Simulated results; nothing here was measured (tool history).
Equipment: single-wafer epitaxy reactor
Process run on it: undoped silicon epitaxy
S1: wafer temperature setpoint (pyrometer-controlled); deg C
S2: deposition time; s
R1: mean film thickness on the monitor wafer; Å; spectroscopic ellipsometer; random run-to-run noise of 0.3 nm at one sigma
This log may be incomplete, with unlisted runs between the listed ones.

Run 1, hour 0.0: S1 670 deg C, S2 372 s. Result: R1 888.86 Å.
Run 2, hour 3.4: S1 666 deg C, S2 372 s. Result: R1 807.71 Å.
Run 3, hour 6.5: S1 666 deg C, S2 423 s. Result: R1 913.82 Å.
Run 4, hour 15.2: S1 676 deg C, S2 423 s. Result: R1 1167.50 Å.
Run 5, hour 21.6: S1 676 deg C, S2 395 s. Result: R1 1095.20 Å.
Run 6, hour 29.5: S1 671 deg C, S2 394 s. Result: R1 966.21 Å.
Run 7, hour 31.3: S1 667 deg C, S2 393 s. Result: R1 879.59 Å.
Run 8, hour 33.0: S1 663 deg C, S2 392 s. Result: R1 792.74 Å.
Run 9, hour 36.7: S1 660 deg C, S2 392 s. Result: R1 743.88 Å.
Run 10, hour 37.5: S1 658 deg C, S2 392 s. Result: R1 705.07 Å.
Run 11, hour 43.5: S1 656 deg C, S2 392 s. Result: R1 673.56 Å.
Run 12, hour 44.6: S1 654 deg C, S2 392 s. Result: R1 634.38 Å.
Run 13, hour 49.3: S1 653 deg C, S2 392 s. Result: R1 625.37 Å.
Run 14, hour 51.1: S1 652 deg C, S2 392 s. Result: R1 615.21 Å.
Run 15, hour 52.0: S1 651 deg C, S2 392 s. Result: R1 593.61 Å.

Run 16 has not been measured yet. What should we expect?
Run 16, hour 53.4: S1 647 deg C, S2 391 s. Result: R1 ?.

R1: 533.62 Å

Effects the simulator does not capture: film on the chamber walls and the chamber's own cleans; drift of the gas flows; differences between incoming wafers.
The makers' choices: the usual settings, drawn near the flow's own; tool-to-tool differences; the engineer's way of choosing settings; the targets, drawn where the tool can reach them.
